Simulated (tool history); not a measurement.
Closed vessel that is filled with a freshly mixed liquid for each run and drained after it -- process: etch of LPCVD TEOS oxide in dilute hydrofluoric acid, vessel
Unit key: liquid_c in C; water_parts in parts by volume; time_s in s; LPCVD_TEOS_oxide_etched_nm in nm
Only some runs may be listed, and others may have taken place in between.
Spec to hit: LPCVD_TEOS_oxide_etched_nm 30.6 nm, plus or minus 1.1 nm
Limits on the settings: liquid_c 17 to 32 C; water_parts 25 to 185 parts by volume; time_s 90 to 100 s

run 1 day=0 | liquid_c=24 water_parts=105 time_s=90 | LPCVD_TEOS_oxide_etched_nm=18.698
run 2 day=0.325 | liquid_c=24 water_parts=105 time_s=90 | LPCVD_TEOS_oxide_etched_nm=18.728
run 3 day=0.596 | liquid_c=25 water_parts=100 time_s=90 | LPCVD_TEOS_oxide_etched_nm=20.741
run 4 day=0.925 | liquid_c=25 water_parts=100 time_s=100 | LPCVD_TEOS_oxide_etched_nm=23.071
run 5 day=1.242 | liquid_c=25.5 water_parts=100 time_s=100 | LPCVD_TEOS_oxide_etched_nm=23.003
run 6 day=1.571 | liquid_c=26 water_parts=100 time_s=100 | LPCVD_TEOS_oxide_etched_nm=23.998
run 7 day=1.925 | liquid_c=26.5 water_parts=100 time_s=100 | LPCVD_TEOS_oxide_etched_nm=24.226
run 8 day=1.983 | liquid_c=27 water_parts=100 time_s=100 | LPCVD_TEOS_oxide_etched_nm=24.46
run 9 day=2.171 | liquid_c=31 water_parts=90 time_s=100 | LPCVD_TEOS_oxide_etched_nm=32.211
run 10 day=2.308 | liquid_c=30.5 water_parts=90 time_s=100 | LPCVD_TEOS_oxide_etched_nm=31.985

Exactly one of the 4 candidate moves below puts every result within its allowed miss. Which one?
run A day=2.446 | liquid_c=32 water_parts=90 time_s=100 | LPCVD_TEOS_oxide_etched_nm=?
run B day=2.446 | liquid_c=31 water_parts=80 time_s=90 | LPCVD_TEOS_oxide_etched_nm=?
run C day=2.446 | liquid_c=31.5 water_parts=80 time_s=90 | LPCVD_TEOS_oxide_etched_nm=?
run D day=2.446 | liquid_c=28.5 water_parts=80 time_s=90 | LPCVD_TEOS_oxide_etched_nm=?

move=A LPCVD_TEOS_oxide_etched_nm=32.884
move=B LPCVD_TEOS_oxide_etched_nm=32.555
move=C LPCVD_TEOS_oxide_etched_nm=33.175
move=D LPCVD_TEOS_oxide_etched_nm=29.586
A: further off than the last run
B: further off than the last run
C: further off than the last run
D: meets every target
So the answer is move D, the one that meets all the targets.
